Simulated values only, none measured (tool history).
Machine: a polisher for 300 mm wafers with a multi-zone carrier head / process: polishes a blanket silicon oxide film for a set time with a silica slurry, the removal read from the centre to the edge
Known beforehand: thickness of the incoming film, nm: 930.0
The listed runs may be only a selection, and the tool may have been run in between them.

run,hour,flow of slurry (ml/min),pressure of the head's centre zone,pressure of the head's middle zone,pressure of the head's edge zone,abrasive content of the slurry,polishing time (s),film removed at the wafer's centre (nm),film removed at mid-radius (nm),film removed at the wafer's edge (nm)
1,0,305,1,1,1,1,87,203.95,200.68,199.84
2,8.1,305,1.01,0.99,0.99,0.95,85,202.06,186.66,186.63
3,14.9,305,1,0.98,0.98,0.9,84,192.76,182.3,182.16
4,21,305,1,0.98,0.98,0.9,101,225.37,220.68,219.83
5,23.8,305,1,0.97,0.97,0.85,98,217.02,206.31,208
6,26,305,1,0.97,0.96,0.8,95,203.84,192.67,198.61
7,30.5,305,1.01,0.98,0.95,0.75,92,202.03,189.29,188.21
8,33.9,305,1.01,0.98,0.94,0.7,89,186.02,178.71,177.06
9,41.5,305,1.02,0.97,0.93,0.7,86,179.53,170.41,169.61
10,48.6,305,1.03,0.96,0.92,0.7,84,180.05,165.83,163.78
11,51.2,305,1.03,0.95,0.91,0.7,83,177.46,163.81,161.34
12,57.1,305,1.03,0.94,0.9,0.7,82,177.26,158.75,160.16
13,63.9,305,1.03,0.94,0.89,0.7,81,174.29,156.35,156.43

The next listed run, before its measurement:
14,68.3,305,1.03,0.94,0.88,0.7,80,?,?,?

Run 14 came out at film removed at the wafer's centre (nm) 176.49, film removed at mid-radius (nm) 156.23, film removed at the wafer's edge (nm) 155.86.
